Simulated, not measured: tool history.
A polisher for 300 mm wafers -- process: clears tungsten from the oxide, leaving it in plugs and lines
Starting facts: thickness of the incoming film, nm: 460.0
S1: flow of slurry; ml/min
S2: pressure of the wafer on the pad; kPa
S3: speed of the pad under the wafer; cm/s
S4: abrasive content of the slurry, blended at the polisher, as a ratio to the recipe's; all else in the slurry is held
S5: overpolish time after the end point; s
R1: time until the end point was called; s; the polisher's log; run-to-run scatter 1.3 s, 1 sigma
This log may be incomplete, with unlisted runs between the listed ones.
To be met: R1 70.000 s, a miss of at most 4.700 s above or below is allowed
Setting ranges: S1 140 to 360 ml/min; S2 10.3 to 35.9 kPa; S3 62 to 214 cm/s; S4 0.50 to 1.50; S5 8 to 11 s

{"run": 1, "hour": 0.0, "S1": 230, "S2": 22.8, "S3": 138, "S4": 1.0, "S5": 11, "R1": 104.49}
{"run": 2, "hour": 3.6, "S1": 230, "S2": 24.1, "S3": 140, "S4": 1.0, "S5": 11, "R1": 92.963}
{"run": 3, "hour": 4.9, "S1": 230, "S2": 24.1, "S3": 112, "S4": 1.0, "S5": 11, "R1": 104.96}
{"run": 4, "hour": 6.1, "S1": 230, "S2": 25.5, "S3": 114, "S4": 1.0, "S5": 11, "R1": 100.67}
{"run": 5, "hour": 13.7, "S1": 185, "S2": 25.5, "S3": 114, "S4": 1.0, "S5": 11, "R1": 107.74}
{"run": 6, "hour": 17.5, "S1": 185, "S2": 25.5, "S3": 114, "S4": 1.0, "S5": 8, "R1": 103.36}
{"run": 7, "hour": 24.7, "S1": 185, "S2": 26.9, "S3": 116, "S4": 1.0, "S5": 8, "R1": 96.501}
{"run": 8, "hour": 28.0, "S1": 185, "S2": 26.9, "S3": 116, "S4": 1.0, "S5": 8, "R1": 97.247}
{"run": 9, "hour": 32.1, "S1": 190, "S2": 27.6, "S3": 116, "S4": 1.0, "S5": 8, "R1": 97.254}
{"run": 10, "hour": 33.5, "S1": 190, "S2": 29.0, "S3": 118, "S4": 1.0, "S5": 8, "R1": 90.409}
{"run": 11, "hour": 42.1, "S1": 190, "S2": 29.6, "S3": 120, "S4": 1.0, "S5": 8, "R1": 85.032}
{"run": 12, "hour": 50.3, "S1": 190, "S2": 30.3, "S3": 120, "S4": 1.0, "S5": 8, "R1": 87.402}
{"run": 13, "hour": 58.6, "S1": 190, "S2": 31.0, "S3": 122, "S4": 1.0, "S5": 8, "R1": 83.462}
{"run": 14, "hour": 65.8, "S1": 190, "S2": 31.7, "S3": 124, "S4": 1.0, "S5": 8, "R1": 78.891}
{"run": 15, "hour": 72.4, "S1": 190, "S2": 32.4, "S3": 124, "S4": 1.0, "S5": 8, "R1": 77.44}
{"run": 16, "hour": 80.9, "S1": 190, "S2": 33.1, "S3": 124, "S4": 1.0, "S5": 8, "R1": 75.495}

Pick the move, out of 5, that brings all results within their allowed miss; only one does.
{"run": "A", "hour": 89.4, "S1": 170, "S2": 35.9, "S3": 112, "S4": 0.8, "S5": 8, "R1": "?"}
{"run": "B", "hour": 89.4, "S1": 195, "S2": 33.8, "S3": 142, "S4": 1.0, "S5": 8, "R1": "?"}
{"run": "C", "hour": 89.4, "S1": 165, "S2": 31.7, "S3": 126, "S4": 0.95, "S5": 8, "R1": "?"}
{"run": "D", "hour": 89.4, "S1": 140, "S2": 31.7, "S3": 142, "S4": 0.9, "S5": 9, "R1": "?"}
{"run": "E", "hour": 89.4, "S1": 195, "S2": 30.3, "S3": 124, "S4": 0.95, "S5": 8, "R1": "?"}

move=A R1=85.412
move=B R1=70.670
move=C R1=84.771
move=D R1=83.180
move=E R1=86.862
A: its largest miss is bigger than the last run's
B: hits every target within its allowed miss
C: its largest miss is bigger than the last run's
D: its largest miss is bigger than the last run's
E: its largest miss is bigger than the last run's
Move B is the one to make.
